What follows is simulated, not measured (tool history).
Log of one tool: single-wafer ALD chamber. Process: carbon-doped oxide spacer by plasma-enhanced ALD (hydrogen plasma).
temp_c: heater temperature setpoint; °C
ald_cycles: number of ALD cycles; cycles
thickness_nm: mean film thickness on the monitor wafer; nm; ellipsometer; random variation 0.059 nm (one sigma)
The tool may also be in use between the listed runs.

run  hour  temp_c  ald_cycles  thickness_nm
  1     0     390         221        11.033
  2   4.9     390         225        11.311
  3   9.1     399         225        11.238
  4  16.5     408         225        10.994
  5  21.7     408         228        11.047
  6  27.2     408         247        11.991

The next listed run, before its measurement:
  7  33.3     408         248             ?

Run 7 gave thickness_nm 11.965 nm.
